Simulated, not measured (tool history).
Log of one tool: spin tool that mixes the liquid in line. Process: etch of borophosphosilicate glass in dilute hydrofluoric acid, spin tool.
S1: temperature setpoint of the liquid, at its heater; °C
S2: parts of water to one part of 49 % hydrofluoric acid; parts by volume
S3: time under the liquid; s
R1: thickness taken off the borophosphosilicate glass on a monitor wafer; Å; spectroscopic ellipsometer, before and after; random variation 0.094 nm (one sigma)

run 1 hour=0.0 | S1=25.0 S2=165 S3=15 | R1=64.413
run 2 hour=4.8 | S1=25.0 S2=125 S3=15 | R1=87.609
run 3 hour=8.7 | S1=23.0 S2=125 S3=15 | R1=80.548
run 4 hour=17.0 | S1=23.0 S2=125 S3=15 | R1=80.778
run 5 hour=21.7 | S1=24.5 S2=125 S3=15 | R1=86.894
run 6 hour=27.2 | S1=24.5 S2=100 S3=15 | R1=111.550
run 7 hour=34.3 | S1=26.0 S2=100 S3=15 | R1=118.640
run 8 hour=38.8 | S1=27.5 S2=100 S3=15 | R1=124.920

Forecast run 9:
run 9 hour=39.9 | S1=27.5 S2=100 S3=15 | R1=?

Run 9 gave R1 124.970 Å.

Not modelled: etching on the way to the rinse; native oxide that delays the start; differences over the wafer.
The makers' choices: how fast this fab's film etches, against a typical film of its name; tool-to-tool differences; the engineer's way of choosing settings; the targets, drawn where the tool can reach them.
